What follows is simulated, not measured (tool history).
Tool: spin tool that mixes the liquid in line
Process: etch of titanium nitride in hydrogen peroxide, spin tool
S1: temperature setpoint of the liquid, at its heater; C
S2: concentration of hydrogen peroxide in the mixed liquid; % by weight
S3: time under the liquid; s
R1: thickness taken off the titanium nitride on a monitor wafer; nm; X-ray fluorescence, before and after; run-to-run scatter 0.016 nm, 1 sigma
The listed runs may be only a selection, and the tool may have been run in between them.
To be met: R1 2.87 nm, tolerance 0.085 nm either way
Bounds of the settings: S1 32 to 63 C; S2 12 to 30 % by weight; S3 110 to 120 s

run	hour	S1	S2	S3	R1
1	0	47	21.5	110	6.6859
2	6.4	47	24	110	6.8008
3	14.6	45.5	24	110	6.0629
4	16.8	45.5	25.5	110	6.2035
5	22.1	44	25.5	110	5.5562
6	27.6	44	25.5	110	5.5668
7	28.7	43	25.5	110	5.1557
8	34.1	42	25.5	110	4.7669
9	40.5	41	25.5	110	4.4382
10	42	40.5	25.5	110	4.2132
11	47.4	40	25.5	110	4.1153
12	51.2	39.5	25.5	110	3.9758
13	56.8	39	25.5	110	3.7994
14	65.2	38.5	25.5	110	3.6542
15	73.6	34.5	25.5	110	2.632
16	80.1	35	25.5	110	2.7613

Which of these 4 next moves meets every target?
A	86.6	33	23	120	?
B	86.6	35	30	110	?
C	86.6	33.5	25	115	?
D	86.6	33.5	27	115	?

move	R1
A	2.5137
B	2.866
C	2.5536
D	2.597
A: lands further from the targets than the last run did
B: all results land within tolerance of their targets
C: lands further from the targets than the last run did
D: lands further from the targets than the last run did
The move that meets every target is B.
